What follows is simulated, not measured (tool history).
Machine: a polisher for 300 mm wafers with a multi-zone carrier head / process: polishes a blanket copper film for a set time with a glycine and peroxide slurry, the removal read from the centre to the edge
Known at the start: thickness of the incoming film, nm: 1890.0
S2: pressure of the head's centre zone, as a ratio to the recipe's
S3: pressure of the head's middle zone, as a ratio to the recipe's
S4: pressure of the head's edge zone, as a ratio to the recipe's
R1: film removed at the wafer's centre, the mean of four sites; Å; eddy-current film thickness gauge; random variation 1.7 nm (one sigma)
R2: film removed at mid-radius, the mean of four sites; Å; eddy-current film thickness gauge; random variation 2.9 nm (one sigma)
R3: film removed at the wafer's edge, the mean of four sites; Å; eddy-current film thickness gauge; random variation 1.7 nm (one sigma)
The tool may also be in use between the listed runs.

{"run": 1, "hour": 0.0, "flow of slurry (ml/min)": 300, "S2": 1, "S3": 1, "S4": 1, "polishing time (s)": 48, "R1": 2402.3, "R2": 2443.6, "R3": 2380}
{"run": 2, "hour": 4.0, "flow of slurry (ml/min)": 300, "S2": 1, "S3": 1, "S4": 0.94, "polishing time (s)": 48, "R1": 2425.4, "R2": 2484.7, "R3": 2335}
{"run": 3, "hour": 11.4, "flow of slurry (ml/min)": 270, "S2": 1, "S3": 1, "S4": 0.94, "polishing time (s)": 48, "R1": 2383.1, "R2": 2449.5, "R3": 2243.7}
{"run": 4, "hour": 14.6, "flow of slurry (ml/min)": 270, "S2": 1, "S3": 1, "S4": 0.94, "polishing time (s)": 58, "R1": 2912.5, "R2": 2989.8, "R3": 2824.8}
{"run": 5, "hour": 19.2, "flow of slurry (ml/min)": 255, "S2": 0.99, "S3": 1, "S4": 0.92, "polishing time (s)": 53, "R1": 2627.4, "R2": 2742.9, "R3": 2494.9}
{"run": 6, "hour": 21.7, "flow of slurry (ml/min)": 255, "S2": 1.07, "S3": 1, "S4": 0.92, "polishing time (s)": 53, "R1": 2785.7, "R2": 2668.7, "R3": 2496}
{"run": 7, "hour": 24.1, "flow of slurry (ml/min)": 245, "S2": 1.04, "S3": 1, "S4": 0.91, "polishing time (s)": 49, "R1": 2498.4, "R2": 2473.3, "R3": 2210.5}
{"run": 8, "hour": 32.2, "flow of slurry (ml/min)": 235, "S2": 1.01, "S3": 0.99, "S4": 0.9, "polishing time (s)": 46, "R1": 2267.2, "R2": 2289.7, "R3": 2107.6}
{"run": 9, "hour": 39.3, "flow of slurry (ml/min)": 230, "S2": 1, "S3": 1, "S4": 0.89, "polishing time (s)": 43, "R1": 2096.9, "R2": 2131.4, "R3": 1954.8}
{"run": 10, "hour": 40.7, "flow of slurry (ml/min)": 225, "S2": 0.99, "S3": 1.02, "S4": 0.87, "polishing time (s)": 41, "R1": 1979.1, "R2": 1998, "R3": 1843.2}
{"run": 11, "hour": 43.6, "flow of slurry (ml/min)": 215, "S2": 0.98, "S3": 1.06, "S4": 0.86, "polishing time (s)": 40, "R1": 1892.6, "R2": 2032.4, "R3": 1747.2}
{"run": 12, "hour": 52.3, "flow of slurry (ml/min)": 210, "S2": 0.98, "S3": 1.07, "S4": 0.85, "polishing time (s)": 39, "R1": 1835.2, "R2": 1986.9, "R3": 1708.7}
{"run": 13, "hour": 54.6, "flow of slurry (ml/min)": 205, "S2": 0.98, "S3": 1.08, "S4": 0.84, "polishing time (s)": 39, "R1": 1826.2, "R2": 2057, "R3": 1728.2}
{"run": 14, "hour": 56.4, "flow of slurry (ml/min)": 205, "S2": 0.98, "S3": 1.08, "S4": 0.84, "polishing time (s)": 39, "R1": 1847, "R2": 2027, "R3": 1695.4}

Expected results for the next run?
{"run": 15, "hour": 61.8, "flow of slurry (ml/min)": 205, "S2": 0.98, "S3": 1.08, "S4": 0.84, "polishing time (s)": 39, "R1": "?", "R2": "?", "R3": "?"}

R1: 1823.6 Å
R2: 2037 Å
R3: 1729.2 Å
